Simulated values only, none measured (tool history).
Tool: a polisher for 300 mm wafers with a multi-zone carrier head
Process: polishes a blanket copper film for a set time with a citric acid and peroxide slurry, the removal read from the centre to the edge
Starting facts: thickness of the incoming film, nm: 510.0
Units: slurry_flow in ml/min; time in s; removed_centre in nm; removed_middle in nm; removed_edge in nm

| run | hour | slurry_flow | centre_zone | middle_zone | edge_zone | slurry_solids | time | removed_centre | removed_middle | removed_edge |
|---|---|---|---|---|---|---|---|---|---|---|
| 1 | 0 | 150 | 1 | 1 | 1 | 1 | 56 | 115.42 | 114.21 | 114.6 |
| 2 | 7.3 | 165 | 1.04 | 0.97 | 1.04 | 1.05 | 56 | 122.98 | 116.27 | 118.82 |
| 3 | 14.7 | 165 | 0.97 | 0.97 | 1.04 | 1.05 | 56 | 115.32 | 118.88 | 119.67 |
| 4 | 21.2 | 165 | 0.97 | 0.97 | 1.04 | 1.2 | 56 | 119.44 | 122.01 | 123.73 |
| 5 | 26.1 | 165 | 0.97 | 0.97 | 1.04 | 1.2 | 68 | 144.37 | 143.61 | 148.96 |
| 6 | 27.1 | 165 | 0.97 | 0.97 | 1.04 | 1.2 | 75 | 157.67 | 162.49 | 163.5 |
| 7 | 30.1 | 145 | 1.01 | 0.92 | 1.01 | 1.1 | 74 | 153.85 | 144.15 | 154.89 |
| 8 | 36.9 | 135 | 1.04 | 0.89 | 0.97 | 1 | 74 | 154.18 | 137.39 | 149.89 |
| 9 | 40.3 | 125 | 1.06 | 0.86 | 0.95 | 0.9 | 73 | 149.52 | 124.45 | 141.88 |

Run 10 is up next; what results do you expect?
| 10 | 41.2 | 120 | 1.07 | 0.85 | 0.93 | 0.85 | 73 | ? | ? | ? |

removed_centre: 146.65 nm
removed_middle: 121.62 nm
removed_edge: 136.58 nm
